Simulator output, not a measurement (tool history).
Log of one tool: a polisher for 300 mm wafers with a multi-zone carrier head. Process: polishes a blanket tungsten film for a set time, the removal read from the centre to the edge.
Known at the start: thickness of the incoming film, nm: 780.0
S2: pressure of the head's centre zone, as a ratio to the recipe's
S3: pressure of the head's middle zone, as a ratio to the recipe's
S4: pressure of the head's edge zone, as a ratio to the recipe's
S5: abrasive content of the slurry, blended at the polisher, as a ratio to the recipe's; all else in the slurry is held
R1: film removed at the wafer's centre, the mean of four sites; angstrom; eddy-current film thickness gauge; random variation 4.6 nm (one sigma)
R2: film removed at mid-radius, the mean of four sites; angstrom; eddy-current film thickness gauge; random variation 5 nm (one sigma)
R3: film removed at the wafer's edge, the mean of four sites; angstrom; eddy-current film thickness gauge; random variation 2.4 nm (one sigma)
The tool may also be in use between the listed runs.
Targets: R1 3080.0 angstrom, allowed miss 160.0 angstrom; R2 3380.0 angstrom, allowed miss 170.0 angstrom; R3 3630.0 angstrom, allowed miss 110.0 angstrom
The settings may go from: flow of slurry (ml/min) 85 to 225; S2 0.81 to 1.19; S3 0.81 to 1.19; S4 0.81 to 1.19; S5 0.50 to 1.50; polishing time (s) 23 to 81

run 1 hour=0.0 | flow_of_slurry_(ml/min)=145 S2=1.00 S3=1.00 S4=1.00 S5=1.00 polishing_time_(s)=52 | R1=2434.2 R2=2480.1 R3=2579.3
run 2 hour=8.6 | flow_of_slurry_(ml/min)=155 S2=0.99 S3=1.01 S4=1.05 S5=1.15 polishing_time_(s)=54 | R1=2691.2 R2=2804.4 R3=2875.0
run 3 hour=17.4 | flow_of_slurry_(ml/min)=160 S2=0.97 S3=1.00 S4=1.09 S5=1.25 polishing_time_(s)=55 | R1=2725.3 R2=2858.0 R3=3033.5
run 4 hour=23.7 | flow_of_slurry_(ml/min)=165 S2=0.96 S3=1.01 S4=1.12 S5=1.35 polishing_time_(s)=56 | R1=2902.0 R2=3088.1 R3=3242.9
run 5 hour=28.4 | flow_of_slurry_(ml/min)=165 S2=0.96 S3=1.01 S4=1.12 S5=1.25 polishing_time_(s)=56 | R1=2866.2 R2=2902.0 R3=3154.6
run 6 hour=36.2 | flow_of_slurry_(ml/min)=170 S2=0.94 S3=1.02 S4=1.14 S5=1.35 polishing_time_(s)=57 | R1=2898.8 R2=3155.6 R3=3362.8
run 7 hour=39.8 | flow_of_slurry_(ml/min)=170 S2=0.94 S3=1.02 S4=1.14 S5=1.35 polishing_time_(s)=57 | R1=2895.7 R2=3073.7 R3=3352.6
run 8 hour=47.1 | flow_of_slurry_(ml/min)=175 S2=0.94 S3=1.04 S4=1.15 S5=1.40 polishing_time_(s)=57 | R1=2909.4 R2=3116.6 R3=3437.3
run 9 hour=50.3 | flow_of_slurry_(ml/min)=200 S2=0.96 S3=1.11 S4=1.16 S5=1.50 polishing_time_(s)=58 | R1=3214.6 R2=3618.3 R3=3604.9
run 10 hour=57.0 | flow_of_slurry_(ml/min)=195 S2=0.95 S3=1.09 S4=1.17 S5=1.50 polishing_time_(s)=58 | R1=3170.4 R2=3563.3 R3=3603.7
run 11 hour=63.4 | flow_of_slurry_(ml/min)=195 S2=0.95 S3=1.09 S4=1.17 S5=1.50 polishing_time_(s)=58 | R1=3184.6 R2=3593.8 R3=3644.4

5 next moves are on the table. One of them brings every result within its allowed miss. Which?
run A hour=69.8 | flow_of_slurry_(ml/min)=180 S2=0.97 S3=1.18 S4=1.10 S5=1.50 polishing_time_(s)=61 | R1=? R2=? R3=?
run B hour=69.8 | flow_of_slurry_(ml/min)=195 S2=0.93 S3=1.18 S4=1.11 S5=1.50 polishing_time_(s)=61 | R1=? R2=? R3=?
run C hour=69.8 | flow_of_slurry_(ml/min)=195 S2=0.93 S3=1.04 S4=1.19 S5=1.40 polishing_time_(s)=59 | R1=? R2=? R3=?
run D hour=69.8 | flow_of_slurry_(ml/min)=190 S2=1.03 S3=1.07 S4=1.18 S5=1.50 polishing_time_(s)=58 | R1=? R2=? R3=?
run E hour=69.8 | flow_of_slurry_(ml/min)=195 S2=1.01 S3=1.14 S4=1.15 S5=1.50 polishing_time_(s)=58 | R1=? R2=? R3=?

move=A R1=3264.3 R2=4051.2 R3=3654.5
move=B R1=3174.4 R2=4104.8 R3=3706.6
move=C R1=3002.5 R2=3494.0 R3=3644.4
move=D R1=3327.7 R2=3576.8 R3=3631.4
move=E R1=3279.1 R2=3788.6 R3=3590.7
A: further off than the last run
B: further off than the last run
C: meets every target
D: further off than the last run
E: further off than the last run
Answer: C

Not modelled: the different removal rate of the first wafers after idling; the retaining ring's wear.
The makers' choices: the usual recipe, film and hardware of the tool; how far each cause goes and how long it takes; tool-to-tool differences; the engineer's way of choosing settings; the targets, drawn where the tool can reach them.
